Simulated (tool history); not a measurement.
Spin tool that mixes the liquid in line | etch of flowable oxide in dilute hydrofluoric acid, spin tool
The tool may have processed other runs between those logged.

run    day  temperature setpoint of the liquid (°C)  parts of water to one part of 49 % hydrofluoric acid (parts by volume)  time under the liquid (s)  thickness taken off the flowable oxide on a monitor wafer (Å)
  1      0                                       25                                                                      60                         15                                                         106.25
  2  0.154                                       25                                                                      60                         15                                                         105.41
  3  0.454                                       25                                                                      45                         15                                                         142.18
  4  0.808                                       25                                                                      45                         15                                                         144.72
  5  0.867                                       26                                                                      45                         15                                                         147.62
  6  1.112                                     29.5                                                                      45                         15                                                         171.38
  7  1.383                                     25.5                                                                      60                         15                                                         107.78
  8  1.483                                     24.5                                                                      60                         15                                                         102.35
     1.588  -- hydrofluoric acid flow meter replaced
  9  1.588                                     20.5                                                                      60                         15                                                         97.413
 10  1.733                                       20                                                                      60                         15                                                         95.993
 11  1.821                                     19.5                                                                      60                         15                                                         93.854

Run 12 is up next; what results do you expect?
 12  1.975                                       19                                                                      60                         15                                                              ?

thickness taken off the flowable oxide on a monitor wafer (Å): 92.341

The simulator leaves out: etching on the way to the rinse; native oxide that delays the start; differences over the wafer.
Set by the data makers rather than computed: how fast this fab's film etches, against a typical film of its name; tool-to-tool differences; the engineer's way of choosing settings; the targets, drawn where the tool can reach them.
